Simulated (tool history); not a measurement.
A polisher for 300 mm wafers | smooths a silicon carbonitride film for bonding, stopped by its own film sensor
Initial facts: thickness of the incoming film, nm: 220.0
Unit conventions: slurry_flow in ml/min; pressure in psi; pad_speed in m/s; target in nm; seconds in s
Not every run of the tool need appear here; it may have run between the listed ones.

run  hour  slurry_flow  pressure  pad_speed  slurry_solids  target  seconds
  1   0.0          250       1.9       0.98           1.00     209   40.459
  2   7.1          250       1.9       1.14           1.00     209   36.839
  3  11.2          290       1.9       1.14           1.00     209   36.817
  4  17.2          310       1.9       1.14           1.00     209   36.042
  5  19.5          280       1.9       1.14           1.00     209   36.640
  6  22.2          280       1.7       1.08           1.00     209   40.692
  7  25.8          280       1.5       0.98           0.95     209   47.854
  8  33.8          280       1.4       0.92           0.90     209   53.138

Predict the results of run 9:
  9  39.0          280       1.3       0.88           0.90     209        ?

Run 9 produced seconds 58.521 s.
